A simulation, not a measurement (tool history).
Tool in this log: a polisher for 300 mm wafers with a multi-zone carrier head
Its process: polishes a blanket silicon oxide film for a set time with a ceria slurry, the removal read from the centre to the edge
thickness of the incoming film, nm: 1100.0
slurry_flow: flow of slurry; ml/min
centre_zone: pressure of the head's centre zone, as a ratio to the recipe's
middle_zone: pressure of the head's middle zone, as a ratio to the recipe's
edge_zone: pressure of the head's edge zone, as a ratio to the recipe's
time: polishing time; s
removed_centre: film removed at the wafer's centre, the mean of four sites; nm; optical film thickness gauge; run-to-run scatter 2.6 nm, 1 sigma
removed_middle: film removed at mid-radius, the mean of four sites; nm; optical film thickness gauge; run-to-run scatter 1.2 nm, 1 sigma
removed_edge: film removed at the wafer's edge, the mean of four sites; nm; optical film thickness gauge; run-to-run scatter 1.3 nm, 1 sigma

| run | hour | slurry_flow | centre_zone | middle_zone | edge_zone | time | removed_centre | removed_middle | removed_edge |
|---|---|---|---|---|---|---|---|---|---|
| 1 | 0 | 155 | 1 | 1 | 1 | 34 | 244.93 | 249.28 | 251.77 |
| 2 | 4.2 | 150 | 0.99 | 0.98 | 0.98 | 33 | 233.96 | 239 | 238.31 |
| 3 | 5.2 | 150 | 1.04 | 0.98 | 0.98 | 33 | 247.93 | 238.16 | 239.03 |
| 4 | 13.4 | 145 | 1.02 | 0.96 | 0.96 | 33 | 242.46 | 232.59 | 236.12 |
| 5 | 14.4 | 140 | 1 | 0.95 | 0.94 | 33 | 234.38 | 228.83 | 234.95 |
| 6 | 23 | 140 | 0.99 | 0.94 | 0.93 | 32 | 225.54 | 219.27 | 226.29 |
| 7 | 28.7 | 135 | 0.98 | 0.93 | 0.92 | 32 | 227.71 | 217.07 | 225.62 |
| 8 | 32.2 | 130 | 0.97 | 0.93 | 0.91 | 32 | 219.57 | 219.36 | 221.5 |
| 9 | 40 | 125 | 0.96 | 0.92 | 0.9 | 32 | 215.75 | 213.47 | 221.55 |
| 10 | 43.3 | 125 | 0.96 | 0.92 | 0.89 | 32 | 220.28 | 212.87 | 219.07 |
| 11 | 46 | 120 | 0.95 | 0.91 | 0.88 | 32 | 219.89 | 211.44 | 220.89 |
| 12 | 52.1 | 120 | 0.95 | 0.91 | 0.88 | 32 | 221.92 | 209.5 | 218.95 |

Estimate the outcome of run 13 from the log above:
| 13 | 58.7 | 120 | 0.94 | 0.91 | 0.87 | 32 | ? | ? | ? |

Run 13 yielded removed_centre 215.16 nm, removed_middle 211.41 nm, removed_edge 218.16 nm.

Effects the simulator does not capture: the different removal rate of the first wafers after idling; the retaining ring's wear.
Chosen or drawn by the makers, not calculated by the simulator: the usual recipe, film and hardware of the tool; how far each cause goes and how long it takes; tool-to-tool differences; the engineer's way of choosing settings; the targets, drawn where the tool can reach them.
